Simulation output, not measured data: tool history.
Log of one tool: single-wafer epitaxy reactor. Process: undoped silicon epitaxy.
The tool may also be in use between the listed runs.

run  hour  wafer temperature setpoint (pyrometer-controlled) (°C)  deposition time (s)  mean film thickness on the monitor wafer (nm)
  1     0                                                     655                  358                                         58.744
  2   6.4                                                     654                  358                                         58.093
  3    12                                                     654                  376                                         60.739
  4  15.6                                                     662                  376                                         72.117
  5  22.1                                                     659                  375                                         67.803
  6    23                                                     653                  375                                          59.54
  7  30.1                                                     653                  375                                         59.568
  8  33.3                                                     653                  375                                         59.259
  9  38.3                                                     652                  375                                          57.98

The next listed run, before its measurement:
 10  41.8                                                     651                  375                                              ?

Run 10 gave mean film thickness on the monitor wafer (nm) 57.032.
